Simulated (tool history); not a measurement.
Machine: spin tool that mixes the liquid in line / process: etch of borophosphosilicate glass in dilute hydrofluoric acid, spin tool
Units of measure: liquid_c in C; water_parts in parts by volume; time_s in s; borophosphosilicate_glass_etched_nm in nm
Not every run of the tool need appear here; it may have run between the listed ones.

run    day  liquid_c  water_parts  time_s  borophosphosilicate_glass_etched_nm
  1  0.000      25.0          300      25                               3.0833
  2  0.154      26.5          260      25                               3.9150
  3  0.462      26.5          260      20                               3.1441
  4  0.771      27.5          225      20                               3.8834
  5  1.021      27.5          315      20                               2.5145
  6  1.242      26.0          315      20                               2.3987
  7  1.329      27.0          270      20                               3.0140
  8  1.608      28.0          230      20                               3.8469
  9  1.875      28.5          200      20                               4.6263
 10  1.917      29.0          175      20                               5.5659
 11  2.138      29.5          160      20                               6.3543
 12  2.192      30.0          150      20                               6.9843
 13  2.542      33.0           75      20                              17.3020
 14  2.662      32.5           75      20                              17.0380

Predict the results of run 15:
 15  2.983      32.5           75      20                                    ?

borophosphosilicate_glass_etched_nm: 16.9970 nm
